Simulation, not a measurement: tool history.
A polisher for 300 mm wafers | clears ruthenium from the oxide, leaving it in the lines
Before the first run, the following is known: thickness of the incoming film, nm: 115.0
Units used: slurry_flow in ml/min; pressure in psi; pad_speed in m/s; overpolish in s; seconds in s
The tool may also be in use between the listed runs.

run,hour,slurry_flow,pressure,pad_speed,overpolish,seconds
1,0,230,1.7,0.86,20,115.17
2,7.8,230,1.7,1.04,20,96.605
3,11.4,230,1.6,1.04,20,100.79
4,18.8,230,1.6,1.04,20,100.77
5,26.6,285,1.6,1.04,20,98.565
6,32.9,285,1.5,1.04,20,103.96
7,41.2,285,1.5,1.04,20,105.35
8,46.8,285,1.4,1.04,20,110.54
9,48.2,285,1.3,1.04,20,117.78
10,51.9,285,1.2,1.04,20,124.27

Run 11 comes next. What will it give?
11,53,270,0.8,1.04,20,?

{"run 11": {"seconds": 169.57}}
